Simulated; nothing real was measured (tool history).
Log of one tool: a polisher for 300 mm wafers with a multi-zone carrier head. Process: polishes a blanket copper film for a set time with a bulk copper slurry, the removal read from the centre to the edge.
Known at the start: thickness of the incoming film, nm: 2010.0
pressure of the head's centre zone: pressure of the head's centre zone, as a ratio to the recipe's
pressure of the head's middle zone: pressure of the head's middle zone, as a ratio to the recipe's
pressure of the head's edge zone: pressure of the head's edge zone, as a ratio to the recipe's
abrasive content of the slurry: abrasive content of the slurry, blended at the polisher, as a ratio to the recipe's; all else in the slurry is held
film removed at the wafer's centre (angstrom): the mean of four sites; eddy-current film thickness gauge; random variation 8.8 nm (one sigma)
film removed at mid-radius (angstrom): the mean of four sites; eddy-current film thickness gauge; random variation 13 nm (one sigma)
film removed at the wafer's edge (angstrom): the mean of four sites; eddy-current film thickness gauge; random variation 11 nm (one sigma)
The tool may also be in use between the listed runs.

run    day  flow of slurry (ml/min)  pressure of the head's centre zone  pressure of the head's middle zone  pressure of the head's edge zone  abrasive content of the slurry  polishing time (s)  film removed at the wafer's centre (angstrom)  film removed at mid-radius (angstrom)  film removed at the wafer's edge (angstrom)
  1      0                      270                                   1                                   1                                 1                               1                  79                                         7558.1                                 7470.2                                       7070.6
  2  0.346                      275                                1.02                                1.04                              1.03                            1.15                  81                                         8151.1                                 7796.6                                       7805.4
  3  0.571                      330                                1.02                                1.04                              1.03                            1.15                  81                                           8387                                 8343.6                                       7709.1
  4  0.871                      345                                1.03                                1.08                              1.04                            1.25                  82                                         8611.7                                 8790.7                                       7901.7
  5  0.996                      350                                1.04                                 1.1                              1.06                            1.35                  84                                           8997                                 9500.1                                       8484.2
  6  1.146                      355                                1.06                                 1.1                              1.07                             1.4                  84                                         9069.8                                 9225.3                                       8444.6

The next listed run, before its measurement:
  7  1.279                      360                                1.07                                1.11                              1.07                            1.45                  85                                              ?                                      ?                                            ?

Run 7 gave film removed at the wafer's centre (angstrom) 9419.1, film removed at mid-radius (angstrom) 9591.1, film removed at the wafer's edge (angstrom) 8582.4.
